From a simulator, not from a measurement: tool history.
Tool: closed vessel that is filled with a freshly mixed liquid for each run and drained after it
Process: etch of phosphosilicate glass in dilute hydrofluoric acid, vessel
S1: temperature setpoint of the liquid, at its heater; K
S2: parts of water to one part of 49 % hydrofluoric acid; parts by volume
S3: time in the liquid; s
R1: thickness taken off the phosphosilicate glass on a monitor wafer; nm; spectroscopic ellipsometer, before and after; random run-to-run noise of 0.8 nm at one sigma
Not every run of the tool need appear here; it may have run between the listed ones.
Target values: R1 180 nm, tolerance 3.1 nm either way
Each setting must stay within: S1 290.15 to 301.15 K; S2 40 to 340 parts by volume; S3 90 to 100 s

run  hour      S1   S2  S3      R1
  1     0  293.15  190  90  57.648
  2   5.1  293.15  190  90  57.938
  3  11.7  295.65  150  90  84.186
  4  16.1  295.65  175  90  70.051
  5  19.6  293.15  175  90  63.653
  6  22.2  295.65  145  90   87.76
  7  28.4  297.15  125  90   109.4
  8  33.2  298.15  110  90  132.45
  9  37.1  299.15  105  90  145.14
 10  44.9  299.65  100  90  155.57
 11    51  300.15  100  90  160.28
 12  52.2  300.65  100  90  162.54
 13  55.3  300.65   95  90  172.18
 14  56.2  301.15   95  90  175.75
 15  64.8  301.15   90  90   187.1
 16  65.6  300.65   90  90  183.29

Consider the 5 candidate settings below. Which is the only one whose results all fall within their allowed miss of target?
  A  66.4  300.15  90   90   ?
  B  66.4  301.15  95   95   ?
  C  66.4  300.15  95  100   ?
  D  66.4  296.65  85  100   ?
  E  66.4  298.65  90  100   ?

move      R1
   A  180.63
   B  186.48
   C  188.87
   D  186.24
   E  189.26
A: meets every target
B: misses by more than the last run did
C: misses by more than the last run did
D: misses by more than the last run did
E: misses by more than the last run did
The move that meets every target is A.
